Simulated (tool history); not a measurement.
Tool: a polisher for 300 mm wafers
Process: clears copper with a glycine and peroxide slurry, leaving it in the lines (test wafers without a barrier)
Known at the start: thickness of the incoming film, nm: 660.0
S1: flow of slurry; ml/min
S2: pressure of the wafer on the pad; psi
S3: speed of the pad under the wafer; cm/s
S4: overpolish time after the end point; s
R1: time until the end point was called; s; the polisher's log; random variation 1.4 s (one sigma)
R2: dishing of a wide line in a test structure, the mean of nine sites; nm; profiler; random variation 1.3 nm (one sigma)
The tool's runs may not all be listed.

{"run": 1, "hour": 0.0, "S1": 200, "S2": 3.3, "S3": 114, "S4": 15, "R1": 136.16, "R2": 43.422}
{"run": 2, "hour": 5.5, "S1": 200, "S2": 3.4, "S3": 114, "S4": 15, "R1": 126.56, "R2": 45.114}
{"run": 3, "hour": 12.1, "S1": 200, "S2": 3.5, "S3": 114, "S4": 15, "R1": 124.36, "R2": 45.705}
{"run": 4, "hour": 14.5, "S1": 220, "S2": 3.5, "S3": 114, "S4": 15, "R1": 124.88, "R2": 45.587}
{"run": 5, "hour": 22.5, "S1": 220, "S2": 3.6, "S3": 114, "S4": 15, "R1": 123.02, "R2": 46.35}
{"run": 6, "hour": 26.9, "S1": 220, "S2": 3.7, "S3": 114, "S4": 15, "R1": 121.68, "R2": 47.236}
{"run": 7, "hour": 35.5, "S1": 220, "S2": 3.8, "S3": 114, "S4": 15, "R1": 118.11, "R2": 45.296}
{"run": 8, "hour": 37.8, "S1": 220, "S2": 3.9, "S3": 116, "S4": 16, "R1": 113.72, "R2": 47.433}

The next listed run, before its measurement:
{"run": 9, "hour": 42.8, "S1": 220, "S2": 4.0, "S3": 116, "S4": 17, "R1": "?", "R2": "?"}

{"run 9": {"R1": 111.85, "R2": 51.104}}
